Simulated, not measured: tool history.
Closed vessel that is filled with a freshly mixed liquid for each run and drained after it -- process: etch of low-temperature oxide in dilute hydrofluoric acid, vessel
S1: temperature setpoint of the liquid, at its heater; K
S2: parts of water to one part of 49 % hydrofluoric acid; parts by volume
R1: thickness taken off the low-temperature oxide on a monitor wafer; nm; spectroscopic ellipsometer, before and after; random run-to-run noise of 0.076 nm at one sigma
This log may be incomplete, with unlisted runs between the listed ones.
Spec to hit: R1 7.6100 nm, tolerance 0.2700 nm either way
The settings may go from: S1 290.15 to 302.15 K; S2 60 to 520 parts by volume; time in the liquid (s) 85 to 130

Run 1, hour 0.0: S1 294.15 K, S2 290 parts by volume, time in the liquid (s) 130. Result: R1 12.3990 nm.
Run 2, hour 5.1: S1 293.65 K, S2 300 parts by volume, time in the liquid (s) 130. Result: R1 11.5660 nm.
Run 3, hour 12.2: S1 291.65 K, S2 300 parts by volume, time in the liquid (s) 130. Result: R1 10.9130 nm.
Run 4, hour 17.8: S1 291.65 K, S2 305 parts by volume, time in the liquid (s) 130. Result: R1 10.7650 nm.
Run 5, hour 26.1: S1 295.15 K, S2 305 parts by volume, time in the liquid (s) 130. Result: R1 12.0460 nm.
Run 6, hour 29.3: S1 297.65 K, S2 305 parts by volume, time in the liquid (s) 130. Result: R1 13.1740 nm.
Run 7, hour 33.1: S1 297.15 K, S2 310 parts by volume, time in the liquid (s) 130. Result: R1 12.6100 nm.
Run 8, hour 41.9: S1 293.15 K, S2 385 parts by volume, time in the liquid (s) 130. Result: R1 8.2023 nm.
Run 9, hour 45.3: S1 293.15 K, S2 385 parts by volume, time in the liquid (s) 130. Result: R1 8.2556 nm.
Run 10, hour 49.3: S1 292.15 K, S2 385 parts by volume, time in the liquid (s) 130. Result: R1 7.8921 nm.

Which one of the following 4 next-run settings gets every result inside its allowed miss? There is exactly one.
Run A, hour 53.3: S1 293.15 K, S2 435 parts by volume, time in the liquid (s) 130. Result: R1 ?.
Run B, hour 53.3: S1 292.15 K, S2 405 parts by volume, time in the liquid (s) 130. Result: R1 ?.
Run C, hour 53.3: S1 290.15 K, S2 360 parts by volume, time in the liquid (s) 130. Result: R1 ?.
Run D, hour 53.3: S1 294.15 K, S2 450 parts by volume, time in the liquid (s) 130. Result: R1 ?.

move      R1
   A  6.9525
   B  7.3767
   C  7.9831
   D  6.8759
A: pushes the last run's worst result past its target
B: meets every target
C: the biggest miss grows against the last run
D: pushes the last run's worst result past its target
B meets every target.

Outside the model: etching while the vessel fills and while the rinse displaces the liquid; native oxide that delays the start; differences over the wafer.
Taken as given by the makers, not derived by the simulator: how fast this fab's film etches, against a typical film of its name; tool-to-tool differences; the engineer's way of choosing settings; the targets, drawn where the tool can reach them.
